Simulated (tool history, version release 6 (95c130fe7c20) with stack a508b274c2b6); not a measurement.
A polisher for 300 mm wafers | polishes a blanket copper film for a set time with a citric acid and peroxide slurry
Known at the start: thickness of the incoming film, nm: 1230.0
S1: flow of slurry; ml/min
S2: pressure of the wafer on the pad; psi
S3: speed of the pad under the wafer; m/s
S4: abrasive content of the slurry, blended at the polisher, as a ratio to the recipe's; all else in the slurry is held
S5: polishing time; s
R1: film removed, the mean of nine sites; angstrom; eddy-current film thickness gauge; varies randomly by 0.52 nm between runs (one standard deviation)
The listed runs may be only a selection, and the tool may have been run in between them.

run,day,S1,S2,S3,S4,S5,R1
1,0,210,2,1.04,1,45,617.21
2,0.342,210,2,1.04,1,45,626.75
3,0.679,210,2,0.84,1,45,516.97
4,0.738,175,2,0.84,1,45,503.13
5,0.854,175,2,1.1,1,45,643.53
6,1.154,175,1.9,1.1,1,45,620.11
7,1.458,175,1.9,1.1,1,45,611.68
# day 1.762: head pressure recalibrated
8,1.762,175,1.8,1.1,1,45,651.74

Forecast run 9:
9,1.962,175,1.8,1.06,1,45,?

{"run 9": {"R1": 617.57}}
